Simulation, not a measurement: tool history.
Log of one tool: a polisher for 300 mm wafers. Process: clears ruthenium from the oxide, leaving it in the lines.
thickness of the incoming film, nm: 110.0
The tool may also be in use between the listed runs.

run	day	flow of slurry (ml/min)	pressure of the wafer on the pad (psi)	speed of the pad under the wafer (cm/s)	overpolish time after the end point (s)	time until the end point was called (s)
1	0.000	225	2.5	90	8	98.408
2	0.279	225	2.5	90	8	102.110
3	0.346	225	3.0	90	8	83.223
4	0.438	225	2.8	88	8	90.107
5	0.592	205	2.8	88	8	93.116
6	0.725	185	2.8	88	8	92.997
7	0.938	185	2.6	86	8	101.810
8	0.958	185	2.4	84	8	114.140
9	1.017	185	2.3	82	8	120.510
10	1.054	185	2.2	80	8	130.910
11	1.317	185	2.1	80	8	135.050
12	1.408	185	2.0	80	8	137.880

Run 13, settings as shown, results not yet in. Your forecast:
13	1.479	185	1.9	80	8	?

{"run 13": {"time until the end point was called (s)": 148.85}}

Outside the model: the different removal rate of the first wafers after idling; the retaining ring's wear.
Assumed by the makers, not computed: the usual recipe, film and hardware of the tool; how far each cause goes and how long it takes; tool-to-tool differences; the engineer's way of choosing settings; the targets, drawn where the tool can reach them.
